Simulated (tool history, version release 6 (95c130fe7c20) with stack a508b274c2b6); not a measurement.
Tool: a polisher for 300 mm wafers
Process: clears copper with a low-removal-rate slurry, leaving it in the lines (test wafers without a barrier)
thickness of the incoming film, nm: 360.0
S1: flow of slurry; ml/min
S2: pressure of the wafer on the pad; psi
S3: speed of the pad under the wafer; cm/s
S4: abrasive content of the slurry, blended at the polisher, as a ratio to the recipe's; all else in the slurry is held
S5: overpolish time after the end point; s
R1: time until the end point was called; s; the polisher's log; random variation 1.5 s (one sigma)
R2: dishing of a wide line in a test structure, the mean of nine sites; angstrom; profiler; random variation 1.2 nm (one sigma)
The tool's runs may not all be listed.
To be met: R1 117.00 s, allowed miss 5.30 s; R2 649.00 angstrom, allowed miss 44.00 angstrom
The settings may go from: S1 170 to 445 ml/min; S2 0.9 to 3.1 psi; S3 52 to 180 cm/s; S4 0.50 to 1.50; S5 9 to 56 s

run,hour,S1,S2,S3,S4,S5,R1,R2
1,0.0,285,2.0,116,1.00,29,147.33,404.32
2,2.2,285,2.2,116,1.00,29,136.48,443.75
3,10.7,250,2.2,116,1.00,29,139.00,433.44
4,15.7,255,2.3,116,1.00,31,131.03,480.89
# hour 19.7: slurry nozzle cleaned
5,19.7,255,2.3,116,1.00,36,129.20,550.53
6,20.9,230,2.3,116,1.00,36,128.60,530.86
7,28.5,235,2.3,116,1.00,37,127.57,553.46
8,36.1,235,2.3,116,1.00,38,128.17,567.30
9,40.8,235,2.3,116,1.00,38,126.93,539.90
10,45.5,240,2.3,116,1.00,39,127.64,555.34
11,50.3,240,2.3,116,1.00,40,128.96,572.92
12,51.5,240,2.4,116,1.00,41,124.15,586.31
13,59.6,240,2.4,116,1.00,42,122.38,621.68

Which of these 4 next moves meets every target?
A,67.7,180,2.6,104,1.00,43,?,?
B,67.7,300,2.2,110,0.95,43,?,?
C,67.7,195,2.4,126,1.00,34,?,?
D,67.7,275,2.6,120,0.75,44,?,?

move,R1,R2
A,131.72,609.78
B,139.66,581.60
C,116.00,567.71
D,119.05,654.89
A: further off than the last run
B: further off than the last run
C: brings the result that was furthest off to its target, and leaves another outside
D: meets every target
Move D is the one to make.
